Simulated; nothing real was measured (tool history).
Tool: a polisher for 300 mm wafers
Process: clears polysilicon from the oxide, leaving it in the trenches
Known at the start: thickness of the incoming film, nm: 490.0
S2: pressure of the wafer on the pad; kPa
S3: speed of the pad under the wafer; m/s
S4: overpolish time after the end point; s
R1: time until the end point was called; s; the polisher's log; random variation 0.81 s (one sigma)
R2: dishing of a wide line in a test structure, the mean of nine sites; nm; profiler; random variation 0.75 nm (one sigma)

{"run": 1, "hour": 0.0, "flow of slurry (ml/min)": 250, "S2": 15.2, "S3": 0.78, "S4": 27, "R1": 58.278, "R2": 64.087}
{"run": 2, "hour": 1.5, "flow of slurry (ml/min)": 250, "S2": 13.1, "S3": 0.78, "S4": 30, "R1": 67.895, "R2": 65.512}
{"run": 3, "hour": 2.9, "flow of slurry (ml/min)": 250, "S2": 13.1, "S3": 0.92, "S4": 30, "R1": 57.049, "R2": 66.498}
{"run": 4, "hour": 7.4, "flow of slurry (ml/min)": 295, "S2": 13.1, "S3": 0.92, "S4": 30, "R1": 56.473, "R2": 65.497}
{"hour": 9.5, "done": "worn pad replaced by a new one"}
{"run": 5, "hour": 9.5, "flow of slurry (ml/min)": 295, "S2": 11.7, "S3": 0.9, "S4": 30, "R1": 58.893, "R2": 65.505}
{"run": 6, "hour": 10.6, "flow of slurry (ml/min)": 270, "S2": 10.3, "S3": 0.86, "S4": 30, "R1": 69.725, "R2": 66.175}
{"run": 7, "hour": 17.7, "flow of slurry (ml/min)": 260, "S2": 9.7, "S3": 0.84, "S4": 28, "R1": 77.415, "R2": 63.265}
{"run": 8, "hour": 25.6, "flow of slurry (ml/min)": 205, "S2": 6.9, "S3": 0.84, "S4": 40, "R1": 107.63, "R2": 62.762}
{"run": 9, "hour": 28.9, "flow of slurry (ml/min)": 225, "S2": 6.9, "S3": 0.84, "S4": 40, "R1": 105.46, "R2": 64.108}
{"run": 10, "hour": 34.8, "flow of slurry (ml/min)": 275, "S2": 8.3, "S3": 0.84, "S4": 33, "R1": 86.986, "R2": 63.893}
{"run": 11, "hour": 41.7, "flow of slurry (ml/min)": 270, "S2": 8.3, "S3": 0.84, "S4": 34, "R1": 87.429, "R2": 62.814}
{"run": 12, "hour": 44.5, "flow of slurry (ml/min)": 255, "S2": 8.3, "S3": 0.84, "S4": 35, "R1": 88.666, "R2": 64.271}
{"run": 13, "hour": 51.4, "flow of slurry (ml/min)": 250, "S2": 8.3, "S3": 0.84, "S4": 36, "R1": 88.313, "R2": 65.298}
{"run": 14, "hour": 59.4, "flow of slurry (ml/min)": 245, "S2": 6.9, "S3": 0.84, "S4": 34, "R1": 106.2, "R2": 62.001}

Run 15 comes next. What will it give?
{"run": 15, "hour": 65.7, "flow of slurry (ml/min)": 255, "S2": 6.9, "S3": 0.84, "S4": 35, "R1": "?", "R2": "?"}

{"run 15": {"R1": 105.5, "R2": 61.904}}
